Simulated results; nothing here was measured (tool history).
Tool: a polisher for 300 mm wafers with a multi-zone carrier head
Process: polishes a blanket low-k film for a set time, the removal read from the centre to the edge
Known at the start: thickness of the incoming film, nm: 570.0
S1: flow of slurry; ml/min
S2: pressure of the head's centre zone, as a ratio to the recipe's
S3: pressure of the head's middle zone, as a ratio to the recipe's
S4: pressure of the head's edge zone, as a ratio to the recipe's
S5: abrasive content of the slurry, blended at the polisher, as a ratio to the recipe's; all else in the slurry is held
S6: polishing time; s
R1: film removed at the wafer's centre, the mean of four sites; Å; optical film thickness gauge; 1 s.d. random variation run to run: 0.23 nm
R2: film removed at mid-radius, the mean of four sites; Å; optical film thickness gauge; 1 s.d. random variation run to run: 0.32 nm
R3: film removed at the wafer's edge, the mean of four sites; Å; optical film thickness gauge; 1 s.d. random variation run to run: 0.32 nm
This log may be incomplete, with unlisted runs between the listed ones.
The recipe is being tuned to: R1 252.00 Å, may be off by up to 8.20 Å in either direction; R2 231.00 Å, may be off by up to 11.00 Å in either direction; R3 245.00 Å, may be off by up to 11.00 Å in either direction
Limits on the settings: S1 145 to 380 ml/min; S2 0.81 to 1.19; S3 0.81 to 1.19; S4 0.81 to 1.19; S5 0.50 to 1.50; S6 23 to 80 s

run,hour,S1,S2,S3,S4,S5,S6,R1,R2,R3
1,0.0,245,1.00,1.00,1.00,1.00,51,351.18,328.30,312.14
2,2.8,240,0.97,0.95,0.98,0.85,51,300.50,282.16,281.27
3,3.9,240,0.97,1.04,0.98,0.85,51,303.25,298.02,281.78
4,9.5,230,0.96,0.98,0.95,0.80,51,281.92,270.16,262.90
5,15.7,190,0.96,0.98,0.95,0.80,51,275.38,269.92,262.08
6,23.8,190,0.96,0.98,0.95,0.80,56,302.35,287.20,285.11
7,30.4,185,0.94,0.94,0.92,0.75,56,278.27,265.64,259.40
8,35.2,180,0.93,0.90,0.93,0.75,56,268.25,258.35,262.70
9,35.7,175,0.93,0.87,0.92,0.75,56,270.66,245.32,265.83
10,38.9,170,0.92,0.86,0.90,0.75,56,267.23,244.08,251.90
11,45.9,165,0.91,0.85,0.90,0.75,56,261.45,240.94,253.21

Which of these 4 next moves meets every target?
A,52.9,165,0.92,0.87,0.89,0.85,50,?,?,?
B,52.9,150,0.90,0.81,0.94,0.75,57,?,?,?
C,52.9,185,0.88,0.81,0.81,0.75,54,?,?,?
D,52.9,210,0.96,0.81,0.82,0.80,51,?,?,?

move,R1,R2,R3
A,264.29,250.81,257.33
B,257.65,239.73,263.48
C,247.60,234.67,242.15
D,276.57,240.05,247.78
A: misses by more than the last run did
B: corrects the largest miss of the last run, while another result sits out of spec
C: all results land within tolerance of their targets
D: misses by more than the last run did
Answer: C
